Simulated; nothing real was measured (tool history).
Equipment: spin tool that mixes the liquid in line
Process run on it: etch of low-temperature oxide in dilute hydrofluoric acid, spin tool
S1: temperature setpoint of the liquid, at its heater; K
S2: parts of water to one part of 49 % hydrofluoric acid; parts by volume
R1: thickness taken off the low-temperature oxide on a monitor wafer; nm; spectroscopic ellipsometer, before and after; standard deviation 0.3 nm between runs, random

{"run": 1, "day": 0.0, "S1": 294.15, "S2": 120, "time under the liquid (s)": 175, "R1": 28.054}
{"run": 2, "day": 0.15, "S1": 295.65, "S2": 120, "time under the liquid (s)": 175, "R1": 29.529}
{"run": 3, "day": 0.329, "S1": 293.15, "S2": 120, "time under the liquid (s)": 175, "R1": 26.968}
{"run": 4, "day": 0.654, "S1": 291.15, "S2": 120, "time under the liquid (s)": 175, "R1": 24.861}
{"run": 5, "day": 0.679, "S1": 293.65, "S2": 120, "time under the liquid (s)": 175, "R1": 27.655}
{"run": 6, "day": 1.008, "S1": 295.15, "S2": 120, "time under the liquid (s)": 175, "R1": 29.341}
{"run": 7, "day": 1.154, "S1": 295.15, "S2": 120, "time under the liquid (s)": 175, "R1": 29.273}
{"run": 8, "day": 1.25, "S1": 296.15, "S2": 120, "time under the liquid (s)": 175, "R1": 29.969}

Run 9 is up next; what results do you expect?
{"run": 9, "day": 1.271, "S1": 297.15, "S2": 120, "time under the liquid (s)": 175, "R1": "?"}

Run 9 gave R1 31.156 nm.

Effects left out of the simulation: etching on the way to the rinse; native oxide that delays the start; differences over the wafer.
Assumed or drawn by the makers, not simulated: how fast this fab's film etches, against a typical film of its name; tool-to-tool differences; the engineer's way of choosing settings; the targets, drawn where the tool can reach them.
